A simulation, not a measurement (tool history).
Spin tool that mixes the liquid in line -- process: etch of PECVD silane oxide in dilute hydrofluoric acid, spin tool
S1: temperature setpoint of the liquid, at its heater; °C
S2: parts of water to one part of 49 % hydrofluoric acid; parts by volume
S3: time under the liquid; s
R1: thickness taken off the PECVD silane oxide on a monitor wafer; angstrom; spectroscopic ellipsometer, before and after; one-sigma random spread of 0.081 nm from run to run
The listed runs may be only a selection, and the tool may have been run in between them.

| run | day | S1 | S2 | S3 | R1 |
|---|---|---|---|---|---|
| 1 | 0 | 24 | 260 | 50 | 43.736 |
| 2 | 0.088 | 26.5 | 220 | 50 | 59.032 |
| 3 | 0.2 | 28 | 200 | 50 | 70.644 |
| 4 | 0.233 | 29 | 190 | 50 | 77.329 |
| 5 | 0.462 | 29 | 190 | 40 | 61.916 |
| 6 | 0.638 | 32 | 190 | 40 | 68.704 |
| 7 | 0.846 | 32 | 165 | 40 | 82.55 |

For run 8, what comes out?
| 8 | 1.075 | 32 | 155 | 40 | ? |

R1: 87.357 angstrom
